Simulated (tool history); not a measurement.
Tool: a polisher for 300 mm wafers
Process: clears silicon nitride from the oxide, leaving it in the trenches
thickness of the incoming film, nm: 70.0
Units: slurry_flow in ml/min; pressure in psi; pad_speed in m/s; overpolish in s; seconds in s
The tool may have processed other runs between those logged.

run 1 hour=0.0 | slurry_flow=170 pressure=1.7 pad_speed=1.28 overpolish=13 | seconds=111.990
run 2 hour=8.9 | slurry_flow=170 pressure=1.6 pad_speed=1.28 overpolish=13 | seconds=121.710
run 3 hour=11.8 | slurry_flow=170 pressure=1.6 pad_speed=1.46 overpolish=13 | seconds=104.740
run 4 hour=15.3 | slurry_flow=125 pressure=1.6 pad_speed=1.46 overpolish=13 | seconds=112.020
run 5 hour=20.9 | slurry_flow=125 pressure=1.5 pad_speed=1.46 overpolish=13 | seconds=116.580
run 6 hour=25.4 | slurry_flow=125 pressure=1.8 pad_speed=1.46 overpolish=13 | seconds=96.587

Run 7 is up next; what results do you expect?
run 7 hour=33.7 | slurry_flow=125 pressure=1.7 pad_speed=1.46 overpolish=13 | seconds=?

seconds: 102.980 s

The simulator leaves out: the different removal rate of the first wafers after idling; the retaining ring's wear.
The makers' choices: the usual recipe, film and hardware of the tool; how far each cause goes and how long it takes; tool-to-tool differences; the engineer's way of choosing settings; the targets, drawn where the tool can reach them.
